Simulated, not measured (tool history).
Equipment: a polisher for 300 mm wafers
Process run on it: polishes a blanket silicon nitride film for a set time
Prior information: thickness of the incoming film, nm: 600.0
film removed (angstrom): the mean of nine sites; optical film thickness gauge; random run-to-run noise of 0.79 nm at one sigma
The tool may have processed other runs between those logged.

run	day	flow of slurry (ml/min)	pressure of the wafer on the pad (psi)	speed of the pad under the wafer (cm/s)	polishing time (s)	film removed (angstrom)
1	0	210	3.5	124	62	1439.9
2	0.183	210	2.7	124	62	1120
3	0.229	210	3.5	124	62	1451.9
4	0.596	210	3.3	124	62	1351.8
# day 0.662: slurry nozzle cleaned
5	0.662	210	3.3	106	62	1227.9
6	0.896	210	3.2	106	62	1199.3
7	1.067	210	3.1	106	62	1165.1
8	1.175	195	2.3	104	62	862.08
9	1.4	200	2.3	104	62	846.71

Run 10, settings as shown, results not yet in. Your forecast:
10	1.679	205	2.3	104	62	?

film removed (angstrom): 866.23
